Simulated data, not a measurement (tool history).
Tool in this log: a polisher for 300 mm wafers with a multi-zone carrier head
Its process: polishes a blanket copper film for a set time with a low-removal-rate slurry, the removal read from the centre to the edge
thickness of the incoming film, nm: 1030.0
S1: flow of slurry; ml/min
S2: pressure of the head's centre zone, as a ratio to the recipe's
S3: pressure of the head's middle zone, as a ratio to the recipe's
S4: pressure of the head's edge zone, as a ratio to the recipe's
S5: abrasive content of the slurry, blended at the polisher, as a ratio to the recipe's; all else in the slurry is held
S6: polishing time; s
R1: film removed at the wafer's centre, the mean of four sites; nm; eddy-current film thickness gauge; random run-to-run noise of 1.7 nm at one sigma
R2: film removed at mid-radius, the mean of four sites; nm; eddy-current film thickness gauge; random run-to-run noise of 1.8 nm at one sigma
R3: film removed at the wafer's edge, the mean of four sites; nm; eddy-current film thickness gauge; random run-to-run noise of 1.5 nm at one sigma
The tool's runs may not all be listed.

Run 1, hour 0.0: S1 150 ml/min, S2 1.00, S3 1.00, S4 1.00, S5 1.00, S6 41 s. Result: R1 137.53 nm, R2 134.39 nm, R3 132.10 nm.
Run 2, hour 2.3: S1 165 ml/min, S2 1.04, S3 1.03, S4 1.04, S5 1.15, S6 41 s. Result: R1 150.78 nm, R2 144.04 nm, R3 143.75 nm.
Run 3, hour 7.2: S1 180 ml/min, S2 1.09, S3 1.07, S4 1.06, S5 1.20, S6 41 s. Result: R1 160.56 nm, R2 154.52 nm, R3 146.53 nm.
Run 4, hour 14.8: S1 190 ml/min, S2 1.12, S3 1.07, S4 1.08, S5 1.30, S6 41 s. Result: R1 170.24 nm, R2 156.25 nm, R3 148.37 nm.
Run 5, hour 22.8: S1 165 ml/min, S2 1.12, S3 1.07, S4 1.08, S5 1.30, S6 41 s. Result: R1 164.11 nm, R2 151.42 nm, R3 145.99 nm.
Run 6, hour 23.4: S1 180 ml/min, S2 1.13, S3 1.08, S4 1.11, S5 1.35, S6 42 s. Result: R1 176.26 nm, R2 164.70 nm, R3 155.88 nm.
Run 7, hour 28.9: S1 190 ml/min, S2 1.14, S3 1.07, S4 1.13, S5 1.40, S6 42 s. Result: R1 178.81 nm, R2 162.99 nm, R3 155.56 nm.

The next listed run, before its measurement:
Run 8, hour 34.8: S1 190 ml/min, S2 1.14, S3 1.07, S4 1.14, S5 1.45, S6 43 s. Result: R1 ?, R2 ?, R3 ?.

{"run 8": {"R1": 185.94, "R2": 168.33, "R3": 161.9}}
